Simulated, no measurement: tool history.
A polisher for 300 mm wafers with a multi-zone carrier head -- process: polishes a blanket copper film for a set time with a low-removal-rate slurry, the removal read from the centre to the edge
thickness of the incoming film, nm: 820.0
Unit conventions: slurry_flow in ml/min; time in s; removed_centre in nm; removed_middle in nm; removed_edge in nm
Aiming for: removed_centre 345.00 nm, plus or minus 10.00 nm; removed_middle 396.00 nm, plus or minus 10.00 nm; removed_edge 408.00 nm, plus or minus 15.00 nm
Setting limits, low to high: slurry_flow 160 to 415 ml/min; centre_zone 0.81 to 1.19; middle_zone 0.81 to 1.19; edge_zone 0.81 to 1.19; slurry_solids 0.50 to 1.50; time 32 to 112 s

run	hour	slurry_flow	centre_zone	middle_zone	edge_zone	slurry_solids	time	removed_centre	removed_middle	removed_edge
1	0.0	265	1.00	1.00	1.00	1.00	72	272.05	285.39	297.59
2	2.3	265	1.00	0.94	1.00	1.00	72	268.99	268.85	290.43
3	5.0	265	1.00	0.91	1.00	1.00	72	267.07	264.90	293.50
4	8.7	265	1.06	0.91	1.00	1.00	72	282.92	264.56	295.75
5	14.2	265	1.06	0.91	1.00	1.15	72	298.58	275.07	306.05
6	20.4	265	1.05	0.94	1.02	1.20	73	303.50	287.63	319.52
7	21.0	270	1.04	0.97	1.04	1.25	73	302.70	304.66	326.73
8	24.1	270	1.04	0.98	1.06	1.30	74	315.11	311.78	339.76
# hour 30.6: centre zone pressure recalibrated
9	30.6	275	1.03	1.00	1.08	1.35	74	345.86	322.83	344.16
10	37.6	260	1.00	1.00	1.07	1.35	76	339.58	328.95	349.47

Next run, 5 choices. One meets every target within its allowed miss, the rest don't. Which?
A	44.6	340	0.84	1.10	1.04	0.70	108	?	?	?
B	44.6	410	0.82	0.98	1.08	0.85	109	?	?	?
C	44.6	335	0.87	1.05	1.10	0.70	105	?	?	?
D	44.6	255	0.88	1.11	1.03	1.40	83	?	?	?
E	44.6	325	0.90	1.08	0.99	1.20	94	?	?	?

move	removed_centre	removed_middle	removed_edge
A	339.56	424.79	413.26
B	364.76	422.81	461.25
C	340.46	396.28	412.77
D	329.82	399.33	386.51
E	375.04	433.25	418.87
A: carries the result that was furthest off beyond its target, to the other side
B: carries the result that was furthest off beyond its target, to the other side
C: meets every target
D: the worst result of the last run now meets its target, but another is out of spec
E: carries the result that was furthest off beyond its target, to the other side
The right move is C.
